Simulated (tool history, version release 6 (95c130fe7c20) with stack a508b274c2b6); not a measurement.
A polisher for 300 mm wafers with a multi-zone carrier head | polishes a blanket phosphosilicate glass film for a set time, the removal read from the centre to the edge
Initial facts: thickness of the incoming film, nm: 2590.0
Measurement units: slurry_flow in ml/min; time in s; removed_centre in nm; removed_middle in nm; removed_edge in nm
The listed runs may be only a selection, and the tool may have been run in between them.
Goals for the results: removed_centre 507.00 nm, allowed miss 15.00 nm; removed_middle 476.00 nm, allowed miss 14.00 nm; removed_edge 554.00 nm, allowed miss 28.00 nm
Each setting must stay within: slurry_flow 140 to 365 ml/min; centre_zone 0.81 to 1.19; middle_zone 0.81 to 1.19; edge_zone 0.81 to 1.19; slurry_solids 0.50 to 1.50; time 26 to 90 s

run	day	slurry_flow	centre_zone	middle_zone	edge_zone	slurry_solids	time	removed_centre	removed_middle	removed_edge
1	0.000	235	1.00	1.00	1.00	1.00	58	553.39	562.62	574.59
2	0.029	265	1.00	1.00	1.00	1.00	58	552.55	577.38	572.02
3	0.371	265	1.00	1.00	1.00	1.15	58	601.15	615.79	624.36
4	0.600	230	1.00	1.00	1.00	1.15	58	593.28	596.47	616.94
5	0.925	275	1.00	1.00	1.00	1.15	58	600.25	617.58	636.84
6	0.950	260	0.98	0.96	0.99	1.15	58	585.43	584.44	608.83
# day 0.996: edge zone pressure recalibrated
7	0.996	245	0.96	0.93	1.00	1.15	58	576.62	565.43	604.25
8	1.325	235	0.94	0.90	1.01	1.15	58	561.05	543.86	590.16

5 candidate next runs follow, results not yet known. Just one meets every target within its allowed miss. Identify it.
A	1.654	265	0.99	1.15	0.83	1.00	60	?	?	?
B	1.654	210	0.91	0.82	0.99	1.30	52	?	?	?
C	1.654	305	0.94	0.99	0.99	1.20	59	?	?	?
D	1.654	295	0.91	0.90	1.04	1.25	57	?	?	?
E	1.654	225	1.00	1.00	0.94	1.15	59	?	?	?

move	removed_centre	removed_middle	removed_edge
A	582.89	657.54	546.40
B	516.99	474.68	565.43
C	608.84	632.07	636.30
D	580.40	572.72	637.87
E	608.11	605.27	596.89
A: further off than the last run
B: every result within its allowed miss
C: further off than the last run
D: further off than the last run
E: further off than the last run
The right move is B.
